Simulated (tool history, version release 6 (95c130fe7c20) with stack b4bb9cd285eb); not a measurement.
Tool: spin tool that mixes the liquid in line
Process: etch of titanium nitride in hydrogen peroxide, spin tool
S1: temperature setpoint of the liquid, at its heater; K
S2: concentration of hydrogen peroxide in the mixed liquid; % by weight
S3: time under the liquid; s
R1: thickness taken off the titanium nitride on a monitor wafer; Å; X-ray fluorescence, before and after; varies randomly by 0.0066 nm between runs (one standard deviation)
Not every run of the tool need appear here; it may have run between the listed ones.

Run 1, hour 0.0: S1 319.15 K, S2 19.5 % by weight, S3 100 s. Result: R1 25.013 Å.
Run 2, hour 3.6: S1 315.65 K, S2 18.5 % by weight, S3 100 s. Result: R1 18.931 Å.
Run 3, hour 9.0: S1 315.65 K, S2 16.0 % by weight, S3 100 s. Result: R1 18.478 Å.
Run 4, hour 13.3: S1 313.15 K, S2 15.5 % by weight, S3 100 s. Result: R1 15.021 Å.
Run 5, hour 18.1: S1 313.15 K, S2 15.5 % by weight, S3 100 s. Result: R1 14.993 Å.
Run 6, hour 20.0: S1 311.15 K, S2 15.5 % by weight, S3 100 s. Result: R1 13.020 Å.
Run 7, hour 27.7: S1 309.65 K, S2 15.5 % by weight, S3 100 s. Result: R1 11.419 Å.

Estimate the outcome of run 8 from the log above:
Run 8, hour 29.2: S1 308.65 K, S2 15.5 % by weight, S3 100 s. Result: R1 ?.

R1: 10.628 Å
